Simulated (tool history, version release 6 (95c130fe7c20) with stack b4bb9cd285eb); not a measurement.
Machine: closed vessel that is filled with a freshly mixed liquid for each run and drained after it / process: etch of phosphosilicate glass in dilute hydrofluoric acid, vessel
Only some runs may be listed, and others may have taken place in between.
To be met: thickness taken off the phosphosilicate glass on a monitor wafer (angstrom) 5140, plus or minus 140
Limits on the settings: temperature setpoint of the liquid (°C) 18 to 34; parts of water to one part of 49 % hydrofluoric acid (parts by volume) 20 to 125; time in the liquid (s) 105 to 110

run,hour,temperature setpoint of the liquid (°C),parts of water to one part of 49 % hydrofluoric acid (parts by volume),time in the liquid (s),thickness taken off the phosphosilicate glass on a monitor wafer (angstrom)
1,0,26,70,105,3708.3
2,7.7,29.5,70,105,4240.5
3,16.5,29.5,70,110,4476.7
4,20.1,29.5,70,110,4429.6
5,28.1,29.5,70,110,4475.9
6,31.9,27,70,110,4027.6
7,38.8,28,70,110,4176.4
8,41.2,29,70,110,4370
9,45.2,30,70,110,4500.3

Exercise: of the 4 proposed moves below, exactly one satisfies all targets within the stated allowed misses. Which move is it?
A,49.2,30.5,60,110,?
B,49.2,31,70,110,?
C,49.2,25.5,65,105,?
D,49.2,28,55,105,?

move,thickness taken off the phosphosilicate glass on a monitor wafer (angstrom)
A,5467.5
B,4705
C,3927.1
D,5200.5
A: takes the result that was furthest off past its target
B: nearer than the last run, and not there yet
C: the biggest miss grows against the last run
D: all results in spec
D meets every target.
